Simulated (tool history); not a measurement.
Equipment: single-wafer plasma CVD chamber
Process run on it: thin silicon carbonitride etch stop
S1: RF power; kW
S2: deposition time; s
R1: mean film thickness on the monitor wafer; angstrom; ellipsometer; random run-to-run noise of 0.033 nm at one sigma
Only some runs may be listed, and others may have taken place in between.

run	hour	S1	S2	R1
1	0.0	0.230	19.2	104.340
2	3.8	0.205	19.2	99.758
3	5.0	0.190	19.2	97.509
4	5.8	0.225	19.2	103.450
5	6.8	0.225	21.8	117.910
6	8.6	0.225	23.8	127.750
7	17.0	0.215	22.6	120.210
8	20.1	0.205	21.6	112.880
9	28.2	0.200	20.7	107.570
10	33.6	0.165	17.6	84.802

Estimate the outcome of run 11 from the log above:
11	41.4	0.165	17.5	?

{"run 11": {"R1": 84.068}}

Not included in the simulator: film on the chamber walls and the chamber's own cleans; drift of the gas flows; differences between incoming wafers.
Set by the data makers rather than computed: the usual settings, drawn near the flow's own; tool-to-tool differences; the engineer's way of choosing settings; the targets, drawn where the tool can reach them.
